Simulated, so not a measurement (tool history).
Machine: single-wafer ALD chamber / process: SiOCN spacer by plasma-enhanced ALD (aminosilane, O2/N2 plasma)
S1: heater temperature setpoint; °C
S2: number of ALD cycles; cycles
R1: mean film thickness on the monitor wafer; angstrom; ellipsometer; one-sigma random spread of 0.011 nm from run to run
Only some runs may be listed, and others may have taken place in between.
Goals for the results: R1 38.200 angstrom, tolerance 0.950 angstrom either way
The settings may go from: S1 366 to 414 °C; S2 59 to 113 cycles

{"run": 1, "hour": 0.0, "S1": 390, "S2": 86, "R1": 52.148}
{"run": 2, "hour": 8.2, "S1": 390, "S2": 98, "R1": 59.269}
{"run": 3, "hour": 14.2, "S1": 390, "S2": 87, "R1": 52.448}
{"run": 4, "hour": 15.2, "S1": 399, "S2": 87, "R1": 52.807}
{"run": 5, "hour": 21.5, "S1": 399, "S2": 78, "R1": 47.109}
{"run": 6, "hour": 30.2, "S1": 394, "S2": 78, "R1": 47.169}
{"run": 7, "hour": 37.6, "S1": 394, "S2": 78, "R1": 46.937}
{"run": 8, "hour": 41.2, "S1": 394, "S2": 73, "R1": 43.981}
{"run": 9, "hour": 47.2, "S1": 394, "S2": 70, "R1": 42.42}
{"run": 10, "hour": 50.1, "S1": 394, "S2": 68, "R1": 40.937}
{"run": 11, "hour": 54.9, "S1": 394, "S2": 67, "R1": 40.422}
{"run": 12, "hour": 57.1, "S1": 394, "S2": 66, "R1": 40.042}
{"run": 13, "hour": 61.2, "S1": 394, "S2": 65, "R1": 39.348}

Consider the 5 candidate settings below. Which is the only one whose results all fall within their allowed miss of target?
{"run": "A", "hour": 65.3, "S1": 390, "S2": 66, "R1": "?"}
{"run": "B", "hour": 65.3, "S1": 381, "S2": 66, "R1": "?"}
{"run": "C", "hour": 65.3, "S1": 394, "S2": 67, "R1": "?"}
{"run": "D", "hour": 65.3, "S1": 387, "S2": 59, "R1": "?"}
{"run": "E", "hour": 65.3, "S1": 398, "S2": 63, "R1": "?"}

move=A R1=39.733
move=B R1=39.733
move=C R1=40.335
move=D R1=35.519
move=E R1=37.927
A: the biggest miss grows against the last run
B: the biggest miss grows against the last run
C: the biggest miss grows against the last run
D: takes the biggest miss from the last run beyond its target
E: every result lands within tolerance
The right move is E.
